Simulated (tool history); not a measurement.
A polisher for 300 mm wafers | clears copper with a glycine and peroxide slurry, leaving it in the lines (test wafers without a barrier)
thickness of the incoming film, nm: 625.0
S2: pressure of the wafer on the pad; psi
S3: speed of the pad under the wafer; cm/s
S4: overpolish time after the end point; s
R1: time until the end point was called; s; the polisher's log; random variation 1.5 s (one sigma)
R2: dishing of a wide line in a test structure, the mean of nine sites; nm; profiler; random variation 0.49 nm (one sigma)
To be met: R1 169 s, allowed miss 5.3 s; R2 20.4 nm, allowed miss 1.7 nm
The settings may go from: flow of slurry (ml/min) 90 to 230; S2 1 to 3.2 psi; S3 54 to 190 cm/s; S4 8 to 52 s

run 1 hour=0 | flow_of_slurry_(ml/min)=150 S2=2.1 S3=122 S4=26 | R1=127.43 R2=73.733
run 2 hour=3.9 | flow_of_slurry_(ml/min)=140 S2=1.9 S3=128 S4=22 | R1=133.77 R2=63.502
run 3 hour=5.9 | flow_of_slurry_(ml/min)=160 S2=1.7 S3=126 S4=19 | R1=142.77 R2=51.727
run 4 hour=10.8 | flow_of_slurry_(ml/min)=160 S2=1.9 S3=126 S4=19 | R1=131.2 R2=53.304
run 5 hour=11.8 | flow_of_slurry_(ml/min)=175 S2=1.8 S3=124 S4=17 | R1=137.9 R2=49.395
run 6 hour=12.9 | flow_of_slurry_(ml/min)=175 S2=1.8 S3=100 S4=17 | R1=161.58 R2=42.408
run 7 hour=15.4 | flow_of_slurry_(ml/min)=185 S2=1.8 S3=98 S4=15 | R1=163.59 R2=38.18
run 8 hour=23.8 | flow_of_slurry_(ml/min)=195 S2=1.8 S3=94 S4=14 | R1=170.62 R2=34.643
run 9 hour=28.9 | flow_of_slurry_(ml/min)=200 S2=1.9 S3=90 S4=13 | R1=165.13 R2=32.596
run 10 hour=35.9 | flow_of_slurry_(ml/min)=205 S2=2 S3=82 S4=12 | R1=170.09 R2=28.385

Which of these 5 next moves meets every target?
run A hour=42.9 | flow_of_slurry_(ml/min)=215 S2=2.1 S3=84 S4=18 | R1=? R2=?
run B hour=42.9 | flow_of_slurry_(ml/min)=205 S2=2 S3=82 S4=8 | R1=? R2=?
run C hour=42.9 | flow_of_slurry_(ml/min)=175 S2=2.1 S3=76 S4=24 | R1=? R2=?
run D hour=42.9 | flow_of_slurry_(ml/min)=200 S2=2 S3=82 S4=13 | R1=? R2=?
run E hour=42.9 | flow_of_slurry_(ml/min)=200 S2=2.3 S3=74 S4=14 | R1=? R2=?

move=A R1=162.03 R2=46.03
move=B R1=172.01 R2=20.784
move=C R1=179.07 R2=54.274
move=D R1=172.53 R2=32.535
move=E R1=167.87 R2=35.86
A: further off than the last run
B: meets every target
C: further off than the last run
D: further off than the last run
E: further off than the last run
Answer: B
